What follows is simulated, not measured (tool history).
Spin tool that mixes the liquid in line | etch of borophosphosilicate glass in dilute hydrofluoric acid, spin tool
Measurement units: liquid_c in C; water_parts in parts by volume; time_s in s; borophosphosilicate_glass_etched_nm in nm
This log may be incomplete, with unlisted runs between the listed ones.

| run | hour | liquid_c | water_parts | time_s | borophosphosilicate_glass_etched_nm |
|---|---|---|---|---|---|
| 1 | 0.0 | 22.0 | 160 | 45 | 20.570 |
| 2 | 7.9 | 21.0 | 165 | 45 | 18.950 |
| 3 | 13.0 | 19.5 | 165 | 45 | 17.923 |
| 4 | 21.9 | 17.0 | 165 | 45 | 16.322 |
| 5 | 22.8 | 17.0 | 170 | 45 | 15.678 |
| 6 | 25.7 | 17.0 | 170 | 50 | 17.444 |

Predict the results of run 7:
| 7 | 28.9 | 17.0 | 175 | 50 | ? |

Run 7 measured borophosphosilicate_glass_etched_nm 16.839 nm.
